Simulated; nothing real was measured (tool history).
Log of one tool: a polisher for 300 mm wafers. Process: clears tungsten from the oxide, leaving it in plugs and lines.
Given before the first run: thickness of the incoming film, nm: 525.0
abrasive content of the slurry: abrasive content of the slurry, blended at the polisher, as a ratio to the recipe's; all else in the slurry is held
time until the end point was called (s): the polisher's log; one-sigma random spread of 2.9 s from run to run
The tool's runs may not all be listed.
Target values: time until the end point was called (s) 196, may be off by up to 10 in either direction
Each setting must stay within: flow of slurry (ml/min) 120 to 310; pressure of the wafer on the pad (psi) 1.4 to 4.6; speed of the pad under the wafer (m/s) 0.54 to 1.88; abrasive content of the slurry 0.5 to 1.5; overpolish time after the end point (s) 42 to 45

| run | hour | flow of slurry (ml/min) | pressure of the wafer on the pad (psi) | speed of the pad under the wafer (m/s) | abrasive content of the slurry | overpolish time after the end point (s) | time until the end point was called (s) |
|---|---|---|---|---|---|---|---|
| 1 | 0 | 200 | 3 | 1.2 | 1 | 42 | 104.51 |
| 2 | 3.6 | 200 | 2.7 | 1.18 | 1 | 42 | 115.98 |
| 3 | 10.3 | 200 | 2.4 | 1.14 | 1 | 42 | 124.98 |
| 4 | 14.9 | 180 | 2.4 | 1.14 | 1 | 42 | 129.38 |
| 5 | 21.7 | 155 | 2.4 | 1.14 | 1 | 42 | 130.37 |
| 6 | 26.2 | 155 | 2.2 | 1.1 | 1 | 42 | 142.73 |
| 7 | 30 | 155 | 2 | 1.06 | 1 | 42 | 159.14 |
| 8 | 31.2 | 155 | 1.9 | 1.06 | 1 | 42 | 165.04 |
| 9 | 36.4 | 155 | 1.8 | 1.06 | 1 | 42 | 171.76 |
| 10 | 41 | 155 | 1.7 | 1.06 | 1 | 42 | 172.19 |
| 11 | 47.9 | 155 | 1.6 | 1.04 | 1 | 42 | 182.54 |

Which of these 5 next moves meets every target?
| A | 54.8 | 130 | 1.6 | 0.88 | 0.95 | 45 | ? |
| B | 54.8 | 125 | 1.9 | 1.06 | 1.15 | 45 | ? |
| C | 54.8 | 140 | 1.4 | 1 | 0.95 | 42 | ? |
| D | 54.8 | 120 | 1.4 | 1.02 | 1.25 | 45 | ? |
| E | 54.8 | 150 | 1.4 | 0.92 | 1.05 | 45 | ? |

| move | time until the end point was called (s) |
|---|---|
| A | 226.29 |
| B | 162.09 |
| C | 211.74 |
| D | 193.55 |
| E | 219.21 |
A: the result that was furthest off in the last run now lies on the other side of its target
B: moves away from the targets compared with the last run
C: the result that was furthest off in the last run now lies on the other side of its target
D: all results in spec
E: the result that was furthest off in the last run now lies on the other side of its target
The right move is D.

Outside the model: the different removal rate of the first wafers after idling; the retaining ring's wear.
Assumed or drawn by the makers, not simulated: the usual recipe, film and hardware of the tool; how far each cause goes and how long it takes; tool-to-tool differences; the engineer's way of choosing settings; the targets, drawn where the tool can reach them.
